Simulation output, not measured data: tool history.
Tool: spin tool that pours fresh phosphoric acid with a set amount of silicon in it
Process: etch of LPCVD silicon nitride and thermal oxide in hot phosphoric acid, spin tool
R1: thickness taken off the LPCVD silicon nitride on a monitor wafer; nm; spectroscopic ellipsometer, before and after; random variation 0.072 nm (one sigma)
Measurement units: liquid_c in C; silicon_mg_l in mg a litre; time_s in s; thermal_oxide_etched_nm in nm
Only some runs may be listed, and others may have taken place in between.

run 1 hour=0 | liquid_c=161 silicon_mg_l=29 time_s=180 | R1=12.829 thermal_oxide_etched_nm=0.20084
run 2 hour=5.8 | liquid_c=161 silicon_mg_l=45 time_s=180 | R1=13.117 thermal_oxide_etched_nm=0.094772
run 3 hour=8.3 | liquid_c=161 silicon_mg_l=32 time_s=180 | R1=12.904 thermal_oxide_etched_nm=0.20177
run 4 hour=11.2 | liquid_c=160.5 silicon_mg_l=33 time_s=175 | R1=12.385 thermal_oxide_etched_nm=0.16738
run 5 hour=13 | liquid_c=160.5 silicon_mg_l=33 time_s=220 | R1=15.775 thermal_oxide_etched_nm=0.23179
run 6 hour=18.2 | liquid_c=160.5 silicon_mg_l=33 time_s=170 | R1=12.048 thermal_oxide_etched_nm=0.19465
run 7 hour=25.6 | liquid_c=160.5 silicon_mg_l=35 time_s=160 | R1=11.27 thermal_oxide_etched_nm=0.13711
-- hour=28 thermometer replaced
run 8 hour=28 | liquid_c=160 silicon_mg_l=35.5 time_s=155 | R1=11.427 thermal_oxide_etched_nm=0.14836

Run 9 comes next. What will it give?
run 9 hour=35.6 | liquid_c=160 silicon_mg_l=36.5 time_s=145 | R1=? thermal_oxide_etched_nm=?

Logged for run 9: R1 10.652 nm, thermal_oxide_etched_nm 0.13224 nm.
